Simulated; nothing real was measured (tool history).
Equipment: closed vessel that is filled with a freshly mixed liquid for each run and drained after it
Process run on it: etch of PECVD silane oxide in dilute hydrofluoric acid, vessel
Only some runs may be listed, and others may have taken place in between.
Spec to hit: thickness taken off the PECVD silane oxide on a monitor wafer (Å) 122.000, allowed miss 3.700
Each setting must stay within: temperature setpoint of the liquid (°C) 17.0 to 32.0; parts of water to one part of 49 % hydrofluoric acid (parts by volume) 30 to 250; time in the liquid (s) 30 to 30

run,day,temperature setpoint of the liquid (°C),parts of water to one part of 49 % hydrofluoric acid (parts by volume),time in the liquid (s),thickness taken off the PECVD silane oxide on a monitor wafer (Å)
1,0.000,24.0,140,30,64.406
2,0.254,25.0,135,30,69.484
3,0.546,26.0,130,30,76.838
4,0.850,24.5,130,30,71.023
5,1.208,25.5,125,30,77.829
6,1.254,25.5,165,30,56.655
7,1.521,26.5,155,30,63.353
8,1.888,27.5,145,30,71.054
9,1.942,28.0,135,30,79.084
10,2.275,28.5,130,30,82.607

Which one of the following 5 next-run settings gets every result inside its allowed miss? There is exactly one.
A,2.608,32.0,105,30,?
B,2.608,27.5,95,30,?
C,2.608,29.0,80,30,?
D,2.608,31.0,110,30,?
E,2.608,29.0,90,30,?

move,thickness taken off the PECVD silane oxide on a monitor wafer (Å)
A,122.430
B,115.880
C,148.860
D,111.840
E,130.460
A: every result lands within tolerance
B: closer than the last run, but not yet in spec
C: carries the result that was furthest off beyond its target, to the other side
D: closer than the last run, but not yet in spec
E: carries the result that was furthest off beyond its target, to the other side
A is the move that brings every result within its allowed miss.

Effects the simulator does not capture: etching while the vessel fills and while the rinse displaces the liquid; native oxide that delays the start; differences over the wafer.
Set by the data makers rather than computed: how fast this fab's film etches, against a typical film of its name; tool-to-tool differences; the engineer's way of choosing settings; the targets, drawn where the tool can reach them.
